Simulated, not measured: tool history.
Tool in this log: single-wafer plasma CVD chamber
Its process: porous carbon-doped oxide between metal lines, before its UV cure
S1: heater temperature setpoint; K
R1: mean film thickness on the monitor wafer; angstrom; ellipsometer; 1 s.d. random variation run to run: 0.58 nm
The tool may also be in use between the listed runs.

{"run": 1, "hour": 0.0, "S1": 578.15, "RF power (kW)": 0.5, "deposition time (s)": 26.9, "R1": 1444.4}
{"run": 2, "hour": 7.0, "S1": 567.15, "RF power (kW)": 0.5, "deposition time (s)": 26.9, "R1": 1551.2}
{"run": 3, "hour": 11.1, "S1": 564.15, "RF power (kW)": 0.5, "deposition time (s)": 26.9, "R1": 1573.3}
{"run": 4, "hour": 15.2, "S1": 554.15, "RF power (kW)": 0.5, "deposition time (s)": 26.9, "R1": 1702.7}
{"run": 5, "hour": 19.6, "S1": 554.15, "RF power (kW)": 0.5, "deposition time (s)": 27.8, "R1": 1748.7}
{"run": 6, "hour": 20.3, "S1": 554.15, "RF power (kW)": 0.535, "deposition time (s)": 27.8, "R1": 1829.6}
{"run": 7, "hour": 25.8, "S1": 559.15, "RF power (kW)": 0.53, "deposition time (s)": 27.8, "R1": 1768.3}
{"run": 8, "hour": 31.7, "S1": 562.15, "RF power (kW)": 0.53, "deposition time (s)": 27.8, "R1": 1734.5}

Expected results for the next run?
{"run": 9, "hour": 40.2, "S1": 564.15, "RF power (kW)": 0.53, "deposition time (s)": 27.8, "R1": "?"}

{"run 9": {"R1": 1706.0}}
